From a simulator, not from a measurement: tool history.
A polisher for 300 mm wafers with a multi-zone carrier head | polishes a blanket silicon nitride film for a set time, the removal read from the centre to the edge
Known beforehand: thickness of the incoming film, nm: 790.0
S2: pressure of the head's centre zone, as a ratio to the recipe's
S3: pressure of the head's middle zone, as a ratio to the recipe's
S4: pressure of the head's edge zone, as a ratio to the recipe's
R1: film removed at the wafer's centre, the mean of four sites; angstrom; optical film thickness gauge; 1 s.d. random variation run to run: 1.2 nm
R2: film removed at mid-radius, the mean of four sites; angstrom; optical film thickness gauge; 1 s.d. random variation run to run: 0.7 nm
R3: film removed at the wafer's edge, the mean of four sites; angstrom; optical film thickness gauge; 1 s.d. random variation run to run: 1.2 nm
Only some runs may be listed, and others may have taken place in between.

{"run": 1, "hour": 0.0, "flow of slurry (ml/min)": 135, "S2": 1.0, "S3": 1.0, "S4": 1.0, "polishing time (s)": 38, "R1": 678.95, "R2": 675.83, "R3": 696.87}
{"run": 2, "hour": 5.0, "flow of slurry (ml/min)": 145, "S2": 1.01, "S3": 1.01, "S4": 1.04, "polishing time (s)": 40, "R1": 721.68, "R2": 728.06, "R3": 741.18}
{"run": 3, "hour": 11.7, "flow of slurry (ml/min)": 145, "S2": 1.01, "S3": 1.0, "S4": 1.06, "polishing time (s)": 42, "R1": 771.87, "R2": 761.03, "R3": 778.04}
{"run": 4, "hour": 17.5, "flow of slurry (ml/min)": 145, "S2": 1.01, "S3": 0.92, "S4": 1.06, "polishing time (s)": 42, "R1": 750.62, "R2": 706.06, "R3": 802.68}
{"run": 5, "hour": 25.7, "flow of slurry (ml/min)": 150, "S2": 1.01, "S3": 0.93, "S4": 1.07, "polishing time (s)": 43, "R1": 804.59, "R2": 738.29, "R3": 815.09}
{"run": 6, "hour": 34.1, "flow of slurry (ml/min)": 150, "S2": 0.93, "S3": 0.93, "S4": 1.07, "polishing time (s)": 43, "R1": 721.2, "R2": 732.63, "R3": 818.27}
{"run": 7, "hour": 42.9, "flow of slurry (ml/min)": 155, "S2": 0.94, "S3": 0.94, "S4": 1.08, "polishing time (s)": 44, "R1": 759.22, "R2": 759.86, "R3": 854.59}
{"run": 8, "hour": 44.5, "flow of slurry (ml/min)": 160, "S2": 0.95, "S3": 0.95, "S4": 1.09, "polishing time (s)": 44, "R1": 766.58, "R2": 765.83, "R3": 862.62}
{"run": 9, "hour": 51.1, "flow of slurry (ml/min)": 165, "S2": 0.96, "S3": 0.97, "S4": 1.09, "polishing time (s)": 44, "R1": 770.66, "R2": 780.46, "R3": 838.66}

Run 10, settings as shown, results not yet in. Your forecast:
{"run": 10, "hour": 57.9, "flow of slurry (ml/min)": 165, "S2": 0.96, "S3": 0.97, "S4": 1.09, "polishing time (s)": 45, "R1": "?", "R2": "?", "R3": "?"}

Run 10 measured R1 787.73 angstrom, R2 815.03 angstrom, R3 880.27 angstrom.
